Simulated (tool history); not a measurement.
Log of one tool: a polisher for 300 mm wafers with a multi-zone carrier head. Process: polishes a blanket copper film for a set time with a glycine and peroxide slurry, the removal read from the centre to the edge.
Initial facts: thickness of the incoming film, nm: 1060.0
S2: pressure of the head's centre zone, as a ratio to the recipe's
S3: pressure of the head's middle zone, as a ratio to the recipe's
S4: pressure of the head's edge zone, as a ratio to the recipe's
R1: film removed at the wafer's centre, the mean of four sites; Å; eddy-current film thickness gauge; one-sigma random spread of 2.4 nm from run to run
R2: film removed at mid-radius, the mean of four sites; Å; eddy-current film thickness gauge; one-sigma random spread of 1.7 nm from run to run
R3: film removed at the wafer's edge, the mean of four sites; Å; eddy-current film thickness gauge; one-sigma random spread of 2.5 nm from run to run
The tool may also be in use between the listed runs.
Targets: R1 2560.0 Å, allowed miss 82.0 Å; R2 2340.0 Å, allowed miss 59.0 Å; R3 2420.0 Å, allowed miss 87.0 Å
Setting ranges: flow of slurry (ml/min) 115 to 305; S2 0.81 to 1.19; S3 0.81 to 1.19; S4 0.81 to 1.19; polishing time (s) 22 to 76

run 1 hour=0.0 | flow_of_slurry_(ml/min)=195 S2=1.00 S3=1.00 S4=1.00 polishing_time_(s)=49 | R1=3865.1 R2=3797.9 R3=3922.1
run 2 hour=0.9 | flow_of_slurry_(ml/min)=190 S2=1.00 S3=0.97 S4=0.95 polishing_time_(s)=43 | R1=3424.0 R2=3264.7 R3=3377.8
run 3 hour=2.4 | flow_of_slurry_(ml/min)=190 S2=1.00 S3=0.97 S4=1.01 polishing_time_(s)=43 | R1=3419.7 R2=3211.2 R3=3440.5
run 4 hour=6.5 | flow_of_slurry_(ml/min)=190 S2=0.94 S3=0.97 S4=1.01 polishing_time_(s)=43 | R1=3219.8 R2=3246.8 R3=3478.8
run 5 hour=7.8 | flow_of_slurry_(ml/min)=190 S2=0.94 S3=0.97 S4=1.05 polishing_time_(s)=43 | R1=3190.4 R2=3242.1 R3=3417.4
run 6 hour=9.1 | flow_of_slurry_(ml/min)=190 S2=0.94 S3=0.89 S4=1.05 polishing_time_(s)=43 | R1=3238.7 R2=2981.3 R3=3506.3
run 7 hour=10.5 | flow_of_slurry_(ml/min)=190 S2=0.96 S3=0.91 S4=1.01 polishing_time_(s)=38 | R1=2921.2 R2=2727.4 R3=3027.1
run 8 hour=18.3 | flow_of_slurry_(ml/min)=190 S2=0.97 S3=0.91 S4=0.97 polishing_time_(s)=36 | R1=2807.3 R2=2566.7 R3=2841.6
run 9 hour=25.9 | flow_of_slurry_(ml/min)=185 S2=0.98 S3=0.92 S4=0.93 polishing_time_(s)=35 | R1=2671.1 R2=2519.9 R3=2715.8
run 10 hour=32.6 | flow_of_slurry_(ml/min)=155 S2=1.08 S3=0.91 S4=0.83 polishing_time_(s)=33 | R1=2765.1 R2=2283.0 R3=2355.1
run 11 hour=34.3 | flow_of_slurry_(ml/min)=155 S2=1.06 S3=0.92 S4=0.84 polishing_time_(s)=33 | R1=2692.0 R2=2277.5 R3=2410.0
run 12 hour=42.5 | flow_of_slurry_(ml/min)=155 S2=1.05 S3=0.93 S4=0.83 polishing_time_(s)=33 | R1=2677.9 R2=2322.1 R3=2388.2

Which one of the following 4 next-run settings gets every result inside its allowed miss? There is exactly one.
run A hour=50.7 | flow_of_slurry_(ml/min)=160 S2=1.07 S3=0.95 S4=0.85 polishing_time_(s)=33 | R1=? R2=? R3=?
run B hour=50.7 | flow_of_slurry_(ml/min)=165 S2=1.08 S3=0.91 S4=0.82 polishing_time_(s)=34 | R1=? R2=? R3=?
run C hour=50.7 | flow_of_slurry_(ml/min)=175 S2=1.00 S3=0.93 S4=0.86 polishing_time_(s)=33 | R1=? R2=? R3=?
run D hour=50.7 | flow_of_slurry_(ml/min)=180 S2=1.07 S3=0.90 S4=0.88 polishing_time_(s)=33 | R1=? R2=? R3=?

move=A R1=2770.9 R2=2366.3 R3=2366.5
move=B R1=2896.6 R2=2368.8 R3=2417.2
move=C R1=2628.0 R2=2360.1 R3=2400.9
move=D R1=2825.7 R2=2309.2 R3=2429.0
A: its largest miss is bigger than the last run's
B: its largest miss is bigger than the last run's
C: all results in spec
D: its largest miss is bigger than the last run's
So the answer is move C, the one that meets all the targets.
